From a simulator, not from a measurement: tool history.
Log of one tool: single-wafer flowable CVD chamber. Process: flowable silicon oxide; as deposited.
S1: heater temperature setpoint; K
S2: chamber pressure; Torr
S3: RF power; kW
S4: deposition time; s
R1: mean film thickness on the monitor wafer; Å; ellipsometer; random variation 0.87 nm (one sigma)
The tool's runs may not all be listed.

run 1 hour=0.0 | S1=363.15 S2=0.689 S3=1.905 S4=452 | R1=3189.2
run 2 hour=6.3 | S1=364.15 S2=0.689 S3=1.905 S4=452 | R1=3082.6
run 3 hour=15.2 | S1=375.15 S2=0.689 S3=1.905 S4=452 | R1=2197.0
run 4 hour=23.5 | S1=375.15 S2=0.689 S3=2.155 S4=452 | R1=2239.3
run 5 hour=28.0 | S1=375.15 S2=0.689 S3=2.045 S4=452 | R1=2235.7
run 6 hour=36.9 | S1=373.15 S2=0.690 S3=2.045 S4=452 | R1=2379.6
run 7 hour=43.1 | S1=372.15 S2=0.690 S3=2.045 S4=452 | R1=2445.5

The next listed run, before its measurement:
run 8 hour=48.4 | S1=371.15 S2=0.690 S3=2.045 S4=452 | R1=?

{"run 8": {"R1": 2517.6}}

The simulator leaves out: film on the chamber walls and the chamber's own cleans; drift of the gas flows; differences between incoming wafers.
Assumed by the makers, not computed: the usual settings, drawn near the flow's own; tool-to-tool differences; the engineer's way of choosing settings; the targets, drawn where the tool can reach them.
